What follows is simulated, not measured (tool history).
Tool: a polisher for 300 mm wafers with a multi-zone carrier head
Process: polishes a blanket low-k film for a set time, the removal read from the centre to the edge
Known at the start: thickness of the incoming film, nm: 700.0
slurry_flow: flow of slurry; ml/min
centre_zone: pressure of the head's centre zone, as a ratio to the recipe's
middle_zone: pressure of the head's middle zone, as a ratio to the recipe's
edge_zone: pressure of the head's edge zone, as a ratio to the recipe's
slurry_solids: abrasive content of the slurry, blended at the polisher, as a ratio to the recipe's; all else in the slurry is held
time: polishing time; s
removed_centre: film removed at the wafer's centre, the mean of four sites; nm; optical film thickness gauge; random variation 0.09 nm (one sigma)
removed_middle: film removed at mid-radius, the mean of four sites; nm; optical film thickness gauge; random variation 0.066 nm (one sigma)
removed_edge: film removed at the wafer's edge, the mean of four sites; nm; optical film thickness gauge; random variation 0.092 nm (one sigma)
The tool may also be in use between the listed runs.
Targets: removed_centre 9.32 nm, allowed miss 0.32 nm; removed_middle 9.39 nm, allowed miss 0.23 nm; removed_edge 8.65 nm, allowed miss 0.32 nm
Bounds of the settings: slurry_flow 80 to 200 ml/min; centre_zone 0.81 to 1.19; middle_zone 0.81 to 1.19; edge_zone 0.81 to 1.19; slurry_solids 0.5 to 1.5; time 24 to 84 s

run	hour	slurry_flow	centre_zone	middle_zone	edge_zone	slurry_solids	time	removed_centre	removed_middle	removed_edge
1	0	130	1	1	1	1	54	15.513	15.221	16.289
2	5.3	130	1	1.01	0.98	0.95	52	14.501	14.354	15.34
3	8	130	1	1.01	0.98	1.1	52	15.78	15.697	16.37
4	9.4	130	1	1.01	0.98	0.95	52	14.363	14.475	15.091
5	11.5	130	1	1.01	0.98	1.15	52	16.145	15.759	16.456
6	19.8	130	1	1.01	0.98	1.3	52	16.904	16.804	17.362
7	23.5	130	0.98	1.1	0.88	1.05	37	10.733	11.662	10.609
8	29.9	125	0.99	1.1	0.87	1	37	10.382	11.362	10.368
9	34.3	125	1	1.1	0.86	0.95	37	10.15	11.09	9.988
10	36.7	120	1.01	1.09	0.85	0.9	37	9.8475	10.494	9.4465
11	43.7	120	1.01	1.09	0.85	0.9	37	9.9954	10.398	9.5319
12	49.3	115	1.01	1.09	0.84	0.9	37	9.6923	10.227	9.5576
13	57.9	115	1.02	1.09	0.84	0.9	37	9.8544	10.319	9.6094
14	60.7	120	1.04	1.08	0.82	0.8	37	9.4721	9.7439	8.9515

Which of these 5 next moves meets every target?
A	63.5	110	1.08	0.94	0.9	1	34	?	?	?
B	63.5	145	1.02	1.13	0.82	0.85	34	?	?	?
C	63.5	150	1.08	1.16	0.81	0.7	37	?	?	?
D	63.5	95	1.07	1.13	0.81	0.85	39	?	?	?
E	63.5	130	1.05	1.08	0.85	1.1	30	?	?	?

move	removed_centre	removed_middle	removed_edge
A	9.9877	8.7088	9.273
B	9.3549	9.9981	8.531
C	9.6554	9.9503	8.2392
D	9.8684	10.213	8.9847
E	9.4494	9.4668	8.6
A: takes the result that was furthest off past its target
B: further off than the last run
C: further off than the last run
D: further off than the last run
E: meets every target
Answer: E

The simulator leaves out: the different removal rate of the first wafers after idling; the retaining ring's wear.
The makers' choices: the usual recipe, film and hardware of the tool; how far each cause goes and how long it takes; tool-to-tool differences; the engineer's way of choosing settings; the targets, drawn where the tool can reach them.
